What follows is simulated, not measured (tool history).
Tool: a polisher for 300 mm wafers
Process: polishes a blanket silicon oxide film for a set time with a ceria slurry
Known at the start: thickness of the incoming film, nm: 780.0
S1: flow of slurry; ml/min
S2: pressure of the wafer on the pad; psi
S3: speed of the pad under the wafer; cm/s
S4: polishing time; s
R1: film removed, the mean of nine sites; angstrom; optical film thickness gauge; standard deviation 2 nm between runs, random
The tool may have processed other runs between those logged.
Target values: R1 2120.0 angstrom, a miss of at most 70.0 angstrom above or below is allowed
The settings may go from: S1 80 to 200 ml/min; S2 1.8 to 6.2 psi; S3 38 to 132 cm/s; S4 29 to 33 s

run  hour   S1   S2  S3  S4      R1
  1   0.0  130  4.0  84  33  1406.9
  2   3.0  140  4.5  84  33  1588.5
  3   4.0  145  4.9  84  33  1716.5
  4   8.2  145  5.2  84  33  1853.3
  5  13.3  145  5.4  84  33  1939.4
  6  20.5  145  5.5  84  33  1918.1
  7  24.6  155  5.6  84  33  1982.4
  8  30.0  155  5.7  84  33  2014.1

5 next moves are on the table. One of them brings every result within its allowed miss. Which?
  A  35.4  165  5.5   96  33   ?
  B  35.4  145  6.2   90  33   ?
  C  35.4  160  5.4  100  33   ?
  D  35.4  155  5.9   94  32   ?
  E  35.4  155  6.2   82  33   ?

move      R1
   A  2212.2
   B  2297.7
   C  2252.5
   D  2233.3
   E  2117.3
A: the result that was furthest off in the last run now lies on the other side of its target
B: the result that was furthest off in the last run now lies on the other side of its target
C: the result that was furthest off in the last run now lies on the other side of its target
D: the result that was furthest off in the last run now lies on the other side of its target
E: every result within its allowed miss
Go with E: it meets all targets.
